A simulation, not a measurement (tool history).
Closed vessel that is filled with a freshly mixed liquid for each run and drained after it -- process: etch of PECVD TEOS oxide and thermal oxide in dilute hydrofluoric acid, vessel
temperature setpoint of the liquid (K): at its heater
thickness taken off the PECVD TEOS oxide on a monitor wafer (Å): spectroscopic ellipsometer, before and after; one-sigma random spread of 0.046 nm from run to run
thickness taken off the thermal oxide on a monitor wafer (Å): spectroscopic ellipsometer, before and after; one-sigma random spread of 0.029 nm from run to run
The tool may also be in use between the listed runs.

run	hour	temperature setpoint of the liquid (K)	parts of water to one part of 49 % hydrofluoric acid (parts by volume)	time in the liquid (s)	thickness taken off the PECVD TEOS oxide on a monitor wafer (Å)	thickness taken off the thermal oxide on a monitor wafer (Å)
1	0	296.15	90	85	88.557	48.079
2	2.7	296.15	90	105	108.92	59.695
3	5.2	295.65	90	105	106.55	58.711
4	9.4	295.15	90	105	103.66	56.825
5	17.6	294.65	90	105	102.67	55.95
6	23.5	292.15	90	105	91.855	49.589

What will run 7 give?
7	25.2	291.15	95	105	?	?

Run 7 came out at thickness taken off the PECVD TEOS oxide on a monitor wafer (Å) 83.757, thickness taken off the thermal oxide on a monitor wafer (Å) 45.601.

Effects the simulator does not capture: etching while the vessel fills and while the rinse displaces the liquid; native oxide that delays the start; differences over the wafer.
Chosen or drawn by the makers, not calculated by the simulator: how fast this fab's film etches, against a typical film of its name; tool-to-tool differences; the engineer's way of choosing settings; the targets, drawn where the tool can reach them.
